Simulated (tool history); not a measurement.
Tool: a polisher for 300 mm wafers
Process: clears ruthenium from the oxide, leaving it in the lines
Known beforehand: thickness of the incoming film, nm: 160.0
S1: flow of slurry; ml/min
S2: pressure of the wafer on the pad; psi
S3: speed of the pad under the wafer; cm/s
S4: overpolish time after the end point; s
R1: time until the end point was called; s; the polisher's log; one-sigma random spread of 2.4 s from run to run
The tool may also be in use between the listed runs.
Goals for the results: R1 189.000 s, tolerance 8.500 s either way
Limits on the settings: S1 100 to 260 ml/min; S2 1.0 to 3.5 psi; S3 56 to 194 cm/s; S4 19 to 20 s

{"run": 1, "hour": 0.0, "S1": 165, "S2": 2.2, "S3": 124, "S4": 19, "R1": 93.801}
{"run": 2, "hour": 2.4, "S1": 165, "S2": 2.0, "S3": 120, "S4": 19, "R1": 103.49}
{"run": 3, "hour": 6.5, "S1": 165, "S2": 1.8, "S3": 116, "S4": 19, "R1": 119.0}
{"run": 4, "hour": 14.0, "S1": 165, "S2": 1.7, "S3": 114, "S4": 19, "R1": 128.48}
{"run": 5, "hour": 22.8, "S1": 165, "S2": 1.6, "S3": 114, "S4": 19, "R1": 135.97}
{"run": 6, "hour": 25.6, "S1": 165, "S2": 2.2, "S3": 114, "S4": 19, "R1": 101.14}
{"run": 7, "hour": 28.6, "S1": 165, "S2": 2.0, "S3": 112, "S4": 19, "R1": 113.21}
{"run": 8, "hour": 32.0, "S1": 160, "S2": 1.4, "S3": 106, "S4": 19, "R1": 166.46}
{"run": 9, "hour": 34.1, "S1": 155, "S2": 1.4, "S3": 106, "S4": 19, "R1": 164.32}
{"run": 10, "hour": 37.5, "S1": 150, "S2": 1.3, "S3": 106, "S4": 19, "R1": 177.51}

Which one of the following 4 next-run settings gets every result inside its allowed miss? There is exactly one.
{"run": "A", "hour": 40.9, "S1": 145, "S2": 1.5, "S3": 104, "S4": 19, "R1": "?"}
{"run": "B", "hour": 40.9, "S1": 130, "S2": 1.6, "S3": 84, "S4": 20, "R1": "?"}
{"run": "C", "hour": 40.9, "S1": 155, "S2": 1.4, "S3": 114, "S4": 19, "R1": "?"}
{"run": "D", "hour": 40.9, "S1": 145, "S2": 1.4, "S3": 102, "S4": 19, "R1": "?"}

move=A R1=164.970
move=B R1=195.180
move=C R1=158.910
move=D R1=179.220
A: the biggest miss grows against the last run
B: all results land within tolerance of their targets
C: the biggest miss grows against the last run
D: nearer than the last run, and not there yet
B is the move that brings every result within its allowed miss.
